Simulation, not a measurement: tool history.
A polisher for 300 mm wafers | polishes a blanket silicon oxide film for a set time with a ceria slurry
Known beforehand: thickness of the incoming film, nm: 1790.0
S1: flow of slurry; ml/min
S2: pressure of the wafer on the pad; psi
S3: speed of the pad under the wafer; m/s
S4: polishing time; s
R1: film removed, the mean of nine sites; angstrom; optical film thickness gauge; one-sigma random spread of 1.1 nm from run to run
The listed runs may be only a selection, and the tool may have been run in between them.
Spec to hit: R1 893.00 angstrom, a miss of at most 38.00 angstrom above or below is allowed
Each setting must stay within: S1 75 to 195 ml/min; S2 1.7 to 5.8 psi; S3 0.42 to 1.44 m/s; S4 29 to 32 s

run,hour,S1,S2,S3,S4,R1
1,0.0,125,3.7,0.92,32,1795.60
2,6.6,125,3.7,1.12,32,2195.30
3,12.9,125,3.7,1.20,32,2331.50
4,16.5,125,3.4,1.14,32,2093.60
5,22.7,125,3.1,1.08,32,1776.00
6,25.6,100,3.1,1.08,32,1675.70
7,34.3,100,2.9,1.06,32,1581.90
8,42.5,100,2.7,1.02,32,1429.00
9,45.8,100,2.5,1.00,32,1272.80
10,48.9,100,2.4,0.98,32,1192.50
11,50.3,100,2.3,0.98,32,1159.40
12,56.6,100,2.2,0.98,32,1126.60
13,61.9,100,2.1,0.98,32,1049.70
14,63.4,100,2.0,0.98,32,1031.60

Consider the 5 candidate settings below. Which is the only one whose results all fall within their allowed miss of target?
A,64.9,110,2.2,0.84,29,?
B,64.9,75,2.5,1.08,32,?
C,64.9,90,3.0,0.84,32,?
D,64.9,100,1.8,1.24,32,?
E,64.9,105,2.2,0.94,32,?

move,R1
A,887.77
B,1264.50
C,1250.30
D,1155.60
E,1080.10
A: meets every target
B: moves away from the targets compared with the last run
C: moves away from the targets compared with the last run
D: moves away from the targets compared with the last run
E: moves away from the targets compared with the last run
The right move is A.
